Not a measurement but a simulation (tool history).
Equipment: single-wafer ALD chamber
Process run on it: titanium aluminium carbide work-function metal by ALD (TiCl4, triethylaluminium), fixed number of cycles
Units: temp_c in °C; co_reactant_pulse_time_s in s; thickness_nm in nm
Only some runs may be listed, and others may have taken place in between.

| run | hour | temp_c | co_reactant_pulse_time_s | thickness_nm |
|---|---|---|---|---|
| 1 | 0.0 | 320 | 15.71 | 2.3683 |
| 2 | 5.7 | 326 | 15.71 | 2.4296 |
| 3 | 7.6 | 321 | 15.33 | 2.3747 |
| 4 | 16.2 | 317 | 15.05 | 2.3338 |
| 5 | 17.8 | 325 | 15.05 | 2.4214 |
| 6 | 23.0 | 325 | 12.83 | 2.3911 |

Expected results for the next run?
| 7 | 27.0 | 321 | 12.45 | ? |

thickness_nm: 2.3421 nm

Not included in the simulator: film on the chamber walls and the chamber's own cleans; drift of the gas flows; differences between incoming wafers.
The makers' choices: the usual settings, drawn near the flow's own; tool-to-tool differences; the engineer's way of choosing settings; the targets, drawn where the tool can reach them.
